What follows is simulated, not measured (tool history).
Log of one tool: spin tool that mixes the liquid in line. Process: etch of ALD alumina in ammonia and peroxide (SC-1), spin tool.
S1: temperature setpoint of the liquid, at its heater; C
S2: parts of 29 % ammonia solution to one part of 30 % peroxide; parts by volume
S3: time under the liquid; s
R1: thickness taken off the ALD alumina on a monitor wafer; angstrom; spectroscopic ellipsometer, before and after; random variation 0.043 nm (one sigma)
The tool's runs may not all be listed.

run	day	S1	S2	S3	R1
1	0	62	0.75	50	77.812
2	0.262	61	0.75	50	73.348
3	0.479	64.5	0.75	50	88.305
4	0.633	58	0.75	50	63.573
5	0.908	58	0.6	50	61.306
6	1.238	57.5	0.6	50	60.717

Forecast run 7:
7	1.554	57	0.6	50	?

Run 7 gave R1 58.956 angstrom.
